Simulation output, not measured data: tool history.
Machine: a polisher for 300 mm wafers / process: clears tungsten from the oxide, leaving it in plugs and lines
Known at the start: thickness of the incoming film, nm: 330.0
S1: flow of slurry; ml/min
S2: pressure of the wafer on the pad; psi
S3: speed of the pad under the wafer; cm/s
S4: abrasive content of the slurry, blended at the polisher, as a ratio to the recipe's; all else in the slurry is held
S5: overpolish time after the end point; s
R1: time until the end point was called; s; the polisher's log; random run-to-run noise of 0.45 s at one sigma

run 1 hour=0 | S1=200 S2=3.9 S3=122 S4=1 S5=27 | R1=51.094
run 2 hour=6.9 | S1=200 S2=4.3 S3=124 S4=1 S5=27 | R1=45.565
run 3 hour=12.5 | S1=200 S2=4.6 S3=126 S4=1 S5=27 | R1=42.2
run 4 hour=21.2 | S1=220 S2=4.6 S3=126 S4=1 S5=27 | R1=41.981
run 5 hour=27.7 | S1=220 S2=4.6 S3=146 S4=1 S5=27 | R1=35.703
run 6 hour=36.3 | S1=220 S2=4.7 S3=146 S4=1 S5=27 | R1=34.483
run 7 hour=44.7 | S1=220 S2=4.8 S3=146 S4=1 S5=27 | R1=34.394
run 8 hour=47.5 | S1=220 S2=4.9 S3=146 S4=1 S5=27 | R1=34.184

Run 9 has not been measured yet. What should we expect?
run 9 hour=52.6 | S1=220 S2=5 S3=146 S4=1 S5=27 | R1=?

R1: 33.584 s
